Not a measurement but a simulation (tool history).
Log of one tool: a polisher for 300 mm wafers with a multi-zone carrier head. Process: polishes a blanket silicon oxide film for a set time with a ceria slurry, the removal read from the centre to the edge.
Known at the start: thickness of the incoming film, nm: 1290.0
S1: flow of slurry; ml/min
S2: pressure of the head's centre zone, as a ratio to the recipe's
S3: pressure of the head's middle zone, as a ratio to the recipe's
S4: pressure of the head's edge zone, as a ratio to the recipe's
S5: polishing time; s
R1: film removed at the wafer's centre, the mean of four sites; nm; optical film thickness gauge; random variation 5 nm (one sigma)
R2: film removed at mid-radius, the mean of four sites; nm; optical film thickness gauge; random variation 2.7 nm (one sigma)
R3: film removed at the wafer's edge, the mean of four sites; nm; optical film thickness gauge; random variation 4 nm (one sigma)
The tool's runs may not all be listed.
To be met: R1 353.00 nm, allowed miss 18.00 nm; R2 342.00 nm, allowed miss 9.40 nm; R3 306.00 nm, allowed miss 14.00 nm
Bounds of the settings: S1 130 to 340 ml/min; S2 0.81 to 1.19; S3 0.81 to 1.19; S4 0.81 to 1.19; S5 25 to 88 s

Run 1, hour 0.0: S1 220 ml/min, S2 1.00, S3 1.00, S4 1.00, S5 56 s. Result: R1 218.39 nm, R2 224.00 nm, R3 215.45 nm.
Run 2, hour 1.8: S1 230 ml/min, S2 1.04, S3 1.03, S4 1.03, S5 60 s. Result: R1 250.28 nm, R2 243.45 nm, R3 236.17 nm.
Run 3, hour 8.9: S1 240 ml/min, S2 1.05, S3 1.06, S4 1.04, S5 63 s. Result: R1 263.94 nm, R2 264.51 nm, R3 248.74 nm.
Run 4, hour 11.3: S1 245 ml/min, S2 1.07, S3 1.08, S4 1.05, S5 66 s. Result: R1 284.96 nm, R2 278.95 nm, R3 262.27 nm.
Run 5, hour 19.3: S1 250 ml/min, S2 1.08, S3 1.10, S4 1.06, S5 68 s. Result: R1 296.61 nm, R2 291.17 nm, R3 272.85 nm.
Run 6, hour 20.8: S1 255 ml/min, S2 1.09, S3 1.12, S4 1.06, S5 70 s. Result: R1 305.75 nm, R2 306.57 nm, R3 281.76 nm.
Run 7, hour 25.2: S1 260 ml/min, S2 1.11, S3 1.13, S4 1.06, S5 71 s. Result: R1 313.21 nm, R2 316.30 nm, R3 295.52 nm.
Run 8, hour 26.1: S1 245 ml/min, S2 1.13, S3 1.13, S4 1.03, S5 72 s. Result: R1 337.08 nm, R2 316.12 nm, R3 286.72 nm.
Run 9, hour 32.2: S1 250 ml/min, S2 1.13, S3 1.14, S4 1.03, S5 73 s. Result: R1 327.42 nm, R2 324.06 nm, R3 286.54 nm.
Run 10, hour 35.8: S1 255 ml/min, S2 1.14, S3 1.15, S4 1.04, S5 73 s. Result: R1 327.43 nm, R2 329.19 nm, R3 295.85 nm.
Run 11, hour 43.7: S1 255 ml/min, S2 1.15, S3 1.15, S4 1.04, S5 74 s. Result: R1 338.65 nm, R2 330.78 nm, R3 302.19 nm.
Run 12, hour 52.7: S1 255 ml/min, S2 1.16, S3 1.15, S4 1.04, S5 74 s. Result: R1 349.87 nm, R2 330.08 nm, R3 298.33 nm.

5 next moves are on the table. One of them brings every result within its allowed miss. Which?
Run A, hour 61.7: S1 270 ml/min, S2 1.15, S3 1.08, S4 1.06, S5 74 s. Result: R1 ?, R2 ?, R3 ?.
Run B, hour 61.7: S1 325 ml/min, S2 1.17, S3 1.05, S4 0.97, S5 73 s. Result: R1 ?, R2 ?, R3 ?.
Run C, hour 61.7: S1 190 ml/min, S2 1.16, S3 1.07, S4 1.05, S5 78 s. Result: R1 ?, R2 ?, R3 ?.
Run D, hour 61.7: S1 255 ml/min, S2 1.12, S3 1.15, S4 1.10, S5 71 s. Result: R1 ?, R2 ?, R3 ?.
Run E, hour 61.7: S1 275 ml/min, S2 1.16, S3 1.13, S4 1.03, S5 76 s. Result: R1 ?, R2 ?, R3 ?.

move      R1      R2      R3
   A  340.55  317.33  299.25
   B  348.73  312.43  286.91
   C  343.19  316.64  302.96
   D  316.27  317.01  290.81
   E  353.61  337.76  303.31
A: further off than the last run
B: further off than the last run
C: further off than the last run
D: further off than the last run
E: meets every target
The right move is E.
